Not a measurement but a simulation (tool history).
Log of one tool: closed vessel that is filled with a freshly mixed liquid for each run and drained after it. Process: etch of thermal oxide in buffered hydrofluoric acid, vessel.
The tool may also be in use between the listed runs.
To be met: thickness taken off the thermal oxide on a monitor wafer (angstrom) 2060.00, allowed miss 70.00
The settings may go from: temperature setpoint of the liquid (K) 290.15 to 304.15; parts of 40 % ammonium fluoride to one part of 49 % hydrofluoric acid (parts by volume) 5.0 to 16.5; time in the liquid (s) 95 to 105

run  hour  temperature setpoint of the liquid (K)  parts of 40 % ammonium fluoride to one part of 49 % hydrofluoric acid (parts by volume)  time in the liquid (s)  thickness taken off the thermal oxide on a monitor wafer (angstrom)
  1   0.0                                  296.15                                                                                     10.0                      95                                                              1095.80
  2   6.4                                  296.15                                                                                     11.5                      95                                                               970.72
  3  14.7                                  297.15                                                                                     11.0                      95                                                              1053.80
  4  19.8                                  297.15                                                                                     11.0                     105                                                              1176.60
  5  27.1                                  298.15                                                                                     10.5                     105                                                              1296.00
  6  33.1                                  298.15                                                                                     10.5                     105                                                              1297.50
  7  40.0                                  299.15                                                                                     10.0                     105                                                              1446.90
  8  43.3                                  303.15                                                                                      9.0                     105                                                              1866.10
     48.6  -- thermometer replaced
  9  48.6                                  303.65                                                                                      8.5                     105                                                              1897.80

Which of these 5 next moves meets every target?
  A  53.9                                  302.65                                                                                      7.5                     105                                                                    ?
  B  53.9                                  303.65                                                                                      7.5                     105                                                                    ?
  C  53.9                                  303.15                                                                                      7.0                     105                                                                    ?
  D  53.9                                  303.65                                                                                      8.5                      95                                                                    ?
  E  53.9                                  303.15                                                                                      6.5                      95                                                                    ?

move  thickness taken off the thermal oxide on a monitor wafer (angstrom)
   A                                                              2082.80
   B                                                              2194.80
   C                                                              2303.20
   D                                                              1734.50
   E                                                              2222.10
A: meets every target
B: takes the result that was furthest off past its target
C: takes the result that was furthest off past its target
D: further off than the last run
E: takes the result that was furthest off past its target
The right move is A.
